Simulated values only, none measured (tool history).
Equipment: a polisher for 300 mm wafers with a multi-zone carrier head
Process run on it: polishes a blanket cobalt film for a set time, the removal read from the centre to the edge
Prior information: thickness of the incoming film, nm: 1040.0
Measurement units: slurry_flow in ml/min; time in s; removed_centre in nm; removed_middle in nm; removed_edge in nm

{"run": 1, "day": 0.0, "slurry_flow": 235, "centre_zone": 1.0, "middle_zone": 1.0, "edge_zone": 1.0, "time": 67, "removed_centre": 305.9, "removed_middle": 314.11, "removed_edge": 311.86}
{"run": 2, "day": 0.208, "slurry_flow": 235, "centre_zone": 0.95, "middle_zone": 1.0, "edge_zone": 1.0, "time": 67, "removed_centre": 291.41, "removed_middle": 311.81, "removed_edge": 317.56}
{"run": 3, "day": 0.488, "slurry_flow": 220, "centre_zone": 0.93, "middle_zone": 1.04, "edge_zone": 0.95, "time": 56, "removed_centre": 236.35, "removed_middle": 266.32, "removed_edge": 254.94}
{"run": 4, "day": 0.583, "slurry_flow": 215, "centre_zone": 0.9, "middle_zone": 1.06, "edge_zone": 0.92, "time": 49, "removed_centre": 200.22, "removed_middle": 238.41, "removed_edge": 218.19}
{"run": 5, "day": 0.892, "slurry_flow": 210, "centre_zone": 0.88, "middle_zone": 1.06, "edge_zone": 0.89, "time": 45, "removed_centre": 174.68, "removed_middle": 213.65, "removed_edge": 194.87}
{"run": 6, "day": 1.229, "slurry_flow": 210, "centre_zone": 0.85, "middle_zone": 1.06, "edge_zone": 0.89, "time": 45, "removed_centre": 170.98, "removed_middle": 214.58, "removed_edge": 198.04}
{"run": 7, "day": 1.504, "slurry_flow": 205, "centre_zone": 0.85, "middle_zone": 1.07, "edge_zone": 0.87, "time": 43, "removed_centre": 164.7, "removed_middle": 207.34, "removed_edge": 183.98}

Predict the results of run 8:
{"run": 8, "day": 1.725, "slurry_flow": 195, "centre_zone": 0.84, "middle_zone": 1.07, "edge_zone": 0.85, "time": 43, "removed_centre": "?", "removed_middle": "?", "removed_edge": "?"}

removed_centre: 165.88 nm
removed_middle: 206.81 nm
removed_edge: 183.56 nm
